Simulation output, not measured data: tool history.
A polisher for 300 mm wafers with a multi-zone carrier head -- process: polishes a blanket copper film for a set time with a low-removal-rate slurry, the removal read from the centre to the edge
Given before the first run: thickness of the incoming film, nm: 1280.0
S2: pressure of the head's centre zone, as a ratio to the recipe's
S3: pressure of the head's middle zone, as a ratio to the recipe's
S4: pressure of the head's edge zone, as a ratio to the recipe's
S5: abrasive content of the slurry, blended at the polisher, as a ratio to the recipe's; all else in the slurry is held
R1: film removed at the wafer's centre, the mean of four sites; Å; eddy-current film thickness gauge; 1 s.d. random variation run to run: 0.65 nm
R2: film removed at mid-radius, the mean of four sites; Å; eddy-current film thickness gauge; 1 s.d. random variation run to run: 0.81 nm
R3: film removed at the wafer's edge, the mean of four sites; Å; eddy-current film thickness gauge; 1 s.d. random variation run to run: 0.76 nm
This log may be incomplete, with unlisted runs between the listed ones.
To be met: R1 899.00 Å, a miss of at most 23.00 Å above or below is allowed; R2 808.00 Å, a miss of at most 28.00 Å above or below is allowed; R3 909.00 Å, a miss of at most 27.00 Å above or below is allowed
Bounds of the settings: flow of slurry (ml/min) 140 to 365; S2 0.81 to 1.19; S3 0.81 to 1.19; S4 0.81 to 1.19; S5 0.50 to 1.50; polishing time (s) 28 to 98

{"run": 1, "hour": 0.0, "flow of slurry (ml/min)": 235, "S2": 1.0, "S3": 1.0, "S4": 1.0, "S5": 1.0, "polishing time (s)": 63, "R1": 1515.8, "R2": 1571.3, "R3": 1614.6}
{"run": 2, "hour": 7.8, "flow of slurry (ml/min)": 235, "S2": 1.08, "S3": 1.0, "S4": 1.0, "S5": 1.0, "polishing time (s)": 63, "R1": 1603.6, "R2": 1566.4, "R3": 1606.2}
{"run": 3, "hour": 16.5, "flow of slurry (ml/min)": 225, "S2": 1.06, "S3": 0.95, "S4": 0.97, "S5": 0.85, "polishing time (s)": 56, "R1": 1353.2, "R2": 1302.1, "R3": 1354.1}
{"run": 4, "hour": 17.7, "flow of slurry (ml/min)": 225, "S2": 1.06, "S3": 0.95, "S4": 0.91, "S5": 0.85, "polishing time (s)": 56, "R1": 1378.6, "R2": 1317.2, "R3": 1339.3}
{"run": 5, "hour": 24.8, "flow of slurry (ml/min)": 225, "S2": 1.06, "S3": 0.95, "S4": 0.87, "S5": 0.85, "polishing time (s)": 56, "R1": 1356.8, "R2": 1326.8, "R3": 1311.4}
{"run": 6, "hour": 30.6, "flow of slurry (ml/min)": 225, "S2": 1.06, "S3": 0.95, "S4": 0.87, "S5": 0.95, "polishing time (s)": 56, "R1": 1379.6, "R2": 1347.7, "R3": 1341.9}
{"run": 7, "hour": 35.6, "flow of slurry (ml/min)": 215, "S2": 1.05, "S3": 0.91, "S4": 0.88, "S5": 0.85, "polishing time (s)": 50, "R1": 1205.1, "R2": 1132.9, "R3": 1171.2}
{"run": 8, "hour": 41.6, "flow of slurry (ml/min)": 205, "S2": 1.03, "S3": 0.88, "S4": 0.88, "S5": 0.75, "polishing time (s)": 47, "R1": 1075.0, "R2": 1006.1, "R3": 1077.5}
{"run": 9, "hour": 50.5, "flow of slurry (ml/min)": 205, "S2": 1.03, "S3": 0.88, "S4": 0.88, "S5": 0.75, "polishing time (s)": 47, "R1": 1078.4, "R2": 1018.2, "R3": 1070.4}
{"run": 10, "hour": 54.5, "flow of slurry (ml/min)": 195, "S2": 1.03, "S3": 0.86, "S4": 0.89, "S5": 0.7, "polishing time (s)": 45, "R1": 1000.3, "R2": 929.6, "R3": 1014.5}
{"run": 11, "hour": 56.6, "flow of slurry (ml/min)": 185, "S2": 1.03, "S3": 0.85, "S4": 0.88, "S5": 0.65, "polishing time (s)": 45, "R1": 988.2, "R2": 905.05, "R3": 988.51}
{"run": 12, "hour": 62.7, "flow of slurry (ml/min)": 175, "S2": 1.03, "S3": 0.84, "S4": 0.88, "S5": 0.6, "polishing time (s)": 45, "R1": 951.91, "R2": 884.25, "R3": 975.7}
{"run": 13, "hour": 69.1, "flow of slurry (ml/min)": 175, "S2": 1.03, "S3": 0.83, "S4": 0.88, "S5": 0.55, "polishing time (s)": 44, "R1": 923.06, "R2": 860.31, "R3": 961.92}
{"run": 14, "hour": 72.1, "flow of slurry (ml/min)": 170, "S2": 1.04, "S3": 0.82, "S4": 0.87, "S5": 0.55, "polishing time (s)": 44, "R1": 915.37, "R2": 840.3, "R3": 931.44}
{"run": 15, "hour": 75.1, "flow of slurry (ml/min)": 165, "S2": 1.05, "S3": 0.82, "S4": 0.87, "S5": 0.55, "polishing time (s)": 44, "R1": 932.64, "R2": 830.29, "R3": 925.09}
{"run": 16, "hour": 79.1, "flow of slurry (ml/min)": 160, "S2": 1.05, "S3": 0.82, "S4": 0.87, "S5": 0.55, "polishing time (s)": 44, "R1": 926.12, "R2": 832.82, "R3": 919.79}
{"run": 17, "hour": 82.1, "flow of slurry (ml/min)": 155, "S2": 1.05, "S3": 0.82, "S4": 0.87, "S5": 0.55, "polishing time (s)": 44, "R1": 928.22, "R2": 822.74, "R3": 936.14}
{"run": 18, "hour": 87.1, "flow of slurry (ml/min)": 155, "S2": 1.05, "S3": 0.82, "S4": 0.86, "S5": 0.55, "polishing time (s)": 44, "R1": 922.38, "R2": 830.71, "R3": 928.44}

Below are 5 possible settings for the next run. Only one of them brings all results inside the allowed miss of their targets. Which is it?
{"run": "A", "hour": 92.1, "flow of slurry (ml/min)": 185, "S2": 1.11, "S3": 0.87, "S4": 0.81, "S5": 0.55, "polishing time (s)": 42, "R1": "?", "R2": "?", "R3": "?"}
{"run": "B", "hour": 92.1, "flow of slurry (ml/min)": 165, "S2": 1.04, "S3": 0.81, "S4": 0.91, "S5": 0.7, "polishing time (s)": 43, "R1": "?", "R2": "?", "R3": "?"}
{"run": "C", "hour": 92.1, "flow of slurry (ml/min)": 170, "S2": 1.1, "S3": 0.91, "S4": 0.81, "S5": 0.5, "polishing time (s)": 43, "R1": "?", "R2": "?", "R3": "?"}
{"run": "D", "hour": 92.1, "flow of slurry (ml/min)": 155, "S2": 0.99, "S3": 0.84, "S4": 0.95, "S5": 0.6, "polishing time (s)": 45, "R1": "?", "R2": "?", "R3": "?"}
{"run": "E", "hour": 92.1, "flow of slurry (ml/min)": 140, "S2": 1.04, "S3": 0.83, "S4": 0.88, "S5": 0.55, "polishing time (s)": 44, "R1": "?", "R2": "?", "R3": "?"}

move=A R1=960.67 R2=847.02 R3=877.71
move=B R1=943.10 R2=850.93 R3=957.76
move=C R1=946.27 R2=865.50 R3=876.06
move=D R1=906.83 R2=876.36 R3=982.15
move=E R1=895.87 R2=822.88 R3=911.08
A: lands further from the targets than the last run did
B: lands further from the targets than the last run did
C: lands further from the targets than the last run did
D: brings the result that was furthest off to its target, and leaves another outside
E: all results land within tolerance of their targets
Go with E: it meets all targets.

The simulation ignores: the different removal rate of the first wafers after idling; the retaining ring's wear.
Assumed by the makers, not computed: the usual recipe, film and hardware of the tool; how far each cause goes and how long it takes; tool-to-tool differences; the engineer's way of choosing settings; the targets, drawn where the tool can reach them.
